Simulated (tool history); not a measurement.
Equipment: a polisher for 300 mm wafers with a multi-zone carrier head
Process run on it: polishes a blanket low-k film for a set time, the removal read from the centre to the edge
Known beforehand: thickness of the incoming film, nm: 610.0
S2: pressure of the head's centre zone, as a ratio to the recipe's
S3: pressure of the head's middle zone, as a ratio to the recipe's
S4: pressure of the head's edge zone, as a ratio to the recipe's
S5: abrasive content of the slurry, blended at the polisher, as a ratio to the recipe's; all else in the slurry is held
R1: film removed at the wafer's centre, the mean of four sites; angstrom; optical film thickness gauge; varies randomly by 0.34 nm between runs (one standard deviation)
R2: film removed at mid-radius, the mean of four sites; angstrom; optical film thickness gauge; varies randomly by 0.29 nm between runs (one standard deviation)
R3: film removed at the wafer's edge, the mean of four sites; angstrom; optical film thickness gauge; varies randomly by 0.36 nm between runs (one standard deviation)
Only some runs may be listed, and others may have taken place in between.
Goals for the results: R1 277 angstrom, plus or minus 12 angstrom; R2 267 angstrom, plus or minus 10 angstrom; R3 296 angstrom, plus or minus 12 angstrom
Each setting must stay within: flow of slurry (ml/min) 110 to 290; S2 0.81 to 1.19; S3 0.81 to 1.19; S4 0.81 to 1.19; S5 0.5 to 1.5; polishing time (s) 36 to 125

{"run": 1, "hour": 0.0, "flow of slurry (ml/min)": 185, "S2": 1, "S3": 1, "S4": 1, "S5": 1, "polishing time (s)": 80, "R1": 200.28, "R2": 193.3, "R3": 195.35}
{"run": 2, "hour": 5.6, "flow of slurry (ml/min)": 185, "S2": 1, "S3": 1, "S4": 1, "S5": 1, "polishing time (s)": 70, "R1": 172.43, "R2": 170.52, "R3": 171.19}
{"run": 3, "hour": 6.7, "flow of slurry (ml/min)": 190, "S2": 1, "S3": 1, "S4": 1.04, "S5": 1.15, "polishing time (s)": 75, "R1": 198.9, "R2": 195.49, "R3": 196.73}
{"run": 4, "hour": 12.8, "flow of slurry (ml/min)": 190, "S2": 1, "S3": 0.97, "S4": 1.04, "S5": 1.15, "polishing time (s)": 75, "R1": 194.97, "R2": 190.34, "R3": 197.92}
{"run": 5, "hour": 18.9, "flow of slurry (ml/min)": 215, "S2": 1, "S3": 0.97, "S4": 1.04, "S5": 1.15, "polishing time (s)": 75, "R1": 200.93, "R2": 191.41, "R3": 201.5}
{"run": 6, "hour": 24.4, "flow of slurry (ml/min)": 215, "S2": 1, "S3": 0.97, "S4": 1.08, "S5": 1.15, "polishing time (s)": 75, "R1": 200.09, "R2": 188.89, "R3": 205.28}
{"run": 7, "hour": 29.0, "flow of slurry (ml/min)": 220, "S2": 1, "S3": 1.01, "S4": 1.17, "S5": 1.4, "polishing time (s)": 91, "R1": 273.62, "R2": 260.28, "R3": 281.4}
{"run": 8, "hour": 36.4, "flow of slurry (ml/min)": 225, "S2": 0.99, "S3": 1.01, "S4": 1.18, "S5": 1.4, "polishing time (s)": 91, "R1": 264.53, "R2": 261, "R3": 281.57}
{"run": 9, "hour": 37.2, "flow of slurry (ml/min)": 230, "S2": 0.99, "S3": 1, "S4": 1.18, "S5": 1.4, "polishing time (s)": 91, "R1": 264.51, "R2": 262.5, "R3": 283.48}
{"run": 10, "hour": 45.8, "flow of slurry (ml/min)": 230, "S2": 0.99, "S3": 0.99, "S4": 1.18, "S5": 1.4, "polishing time (s)": 91, "R1": 263.38, "R2": 251.7, "R3": 287.95}

Which one of the following 4 next-run settings gets every result inside its allowed miss? There is exactly one.
{"run": "A", "hour": 54.4, "flow of slurry (ml/min)": 250, "S2": 0.93, "S3": 1.06, "S4": 1.18, "S5": 1.45, "polishing time (s)": 86, "R1": "?", "R2": "?", "R3": "?"}
{"run": "B", "hour": 54.4, "flow of slurry (ml/min)": 270, "S2": 0.88, "S3": 0.88, "S4": 1.19, "S5": 1.45, "polishing time (s)": 96, "R1": "?", "R2": "?", "R3": "?"}
{"run": "C", "hour": 54.4, "flow of slurry (ml/min)": 195, "S2": 1.02, "S3": 1.01, "S4": 1.19, "S5": 1.25, "polishing time (s)": 100, "R1": "?", "R2": "?", "R3": "?"}
{"run": "D", "hour": 54.4, "flow of slurry (ml/min)": 270, "S2": 0.93, "S3": 0.98, "S4": 1.17, "S5": 1.15, "polishing time (s)": 109, "R1": "?", "R2": "?", "R3": "?"}

move=A R1=243.55 R2=262.27 R3=272.36
move=B R1=260.15 R2=252.36 R3=307.8
move=C R1=283.5 R2=269.68 R3=295.36
move=D R1=284.88 R2=286.98 R3=316.88
A: gets the furthest-off result to its target, but another result is out of tolerance
B: just as far off the targets as the last run
C: every result within its allowed miss
D: takes the biggest miss from the last run beyond its target
C meets every target.
